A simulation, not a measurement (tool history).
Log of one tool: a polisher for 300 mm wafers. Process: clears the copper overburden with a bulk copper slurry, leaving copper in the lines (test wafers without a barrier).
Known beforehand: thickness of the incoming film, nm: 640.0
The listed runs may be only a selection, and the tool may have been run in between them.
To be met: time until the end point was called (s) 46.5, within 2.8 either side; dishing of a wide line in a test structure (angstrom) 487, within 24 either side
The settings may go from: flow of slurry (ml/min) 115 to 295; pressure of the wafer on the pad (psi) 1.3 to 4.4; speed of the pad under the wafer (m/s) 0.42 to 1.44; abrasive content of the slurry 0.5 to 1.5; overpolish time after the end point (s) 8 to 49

run	hour	flow of slurry (ml/min)	pressure of the wafer on the pad (psi)	speed of the pad under the wafer (m/s)	abrasive content of the slurry	overpolish time after the end point (s)	time until the end point was called (s)	dishing of a wide line in a test structure (angstrom)
1	0	190	2.8	0.92	1	25	81.288	451.53
2	1.4	190	3.3	0.92	1	25	72.387	455.97
3	8.8	235	3.3	0.92	1	25	67.751	468.03
4	17.3	235	3.3	0.72	1	25	86.002	463.24
5	20.8	235	3.3	0.72	0.85	25	90.092	448.96
6	22.5	235	3.3	0.84	0.85	25	74.783	454.83
7	29.1	235	3.5	0.86	0.85	25	70.4	481.98
8	34.8	235	3.6	0.9	0.85	22	63.778	454.91
9	36.3	235	3.7	0.9	0.85	22	64.884	470.05
10	41.6	235	3.8	0.92	0.85	21	60.442	468.47
11	46	235	3.9	0.94	0.85	21	58.022	460.38
12	51.6	235	4	0.96	0.85	22	55.448	479.22
13	59.4	235	4.1	0.96	0.85	22	54.269	483.22
14	66	235	4.2	0.98	0.85	22	52	470.67
15	69	240	4.2	0.98	0.85	23	52.105	496.05
16	74.6	240	4.2	0.98	0.85	22	51.847	475.9

Exactly one of the 4 candidate moves below puts every result within its allowed miss. Which one?
A	80.2	235	3.7	1.08	0.75	23	?	?
B	80.2	225	3.5	1.12	0.55	30	?	?
C	80.2	240	4.4	1.04	0.75	21	?	?
D	80.2	220	4.2	0.92	0.8	28	?	?

move	time until the end point was called (s)	dishing of a wide line in a test structure (angstrom)
A	55.817	483.98
B	60.51	486.45
C	48.751	492.09
D	57.394	493.64
A: moves away from the targets compared with the last run
B: moves away from the targets compared with the last run
C: hits every target within its allowed miss
D: moves away from the targets compared with the last run
Go with C: it meets all targets.
